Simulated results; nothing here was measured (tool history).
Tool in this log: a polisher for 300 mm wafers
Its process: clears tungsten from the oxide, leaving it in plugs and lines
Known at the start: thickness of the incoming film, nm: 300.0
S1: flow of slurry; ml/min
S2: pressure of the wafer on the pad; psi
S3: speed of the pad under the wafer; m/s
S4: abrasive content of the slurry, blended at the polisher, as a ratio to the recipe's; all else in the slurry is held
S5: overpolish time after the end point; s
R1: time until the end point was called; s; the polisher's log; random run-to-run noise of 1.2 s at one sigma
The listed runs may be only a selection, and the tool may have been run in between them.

| run | hour | S1 | S2 | S3 | S4 | S5 | R1 |
|---|---|---|---|---|---|---|---|
| 1 | 0 | 155 | 3.5 | 1.26 | 1 | 36 | 74.38 |
| 2 | 8 | 155 | 3.5 | 1.26 | 1 | 36 | 75.993 |
| 3 | 9.7 | 155 | 3.5 | 1.26 | 1 | 36 | 76.77 |
| 4 | 14.4 | 125 | 3.5 | 1.26 | 1 | 36 | 77.793 |
| 5 | 21 | 125 | 3.5 | 1.26 | 1 | 36 | 78.43 |
|  | 23.3 | worn pad replaced by a new one |
| 6 | 23.3 | 160 | 3.5 | 1.26 | 1 | 36 | 67.13 |

What does the tool deliver on the next run?
| 7 | 28 | 145 | 3.5 | 1.26 | 1 | 36 | ? |

Run 7 yielded R1 70.087 s.
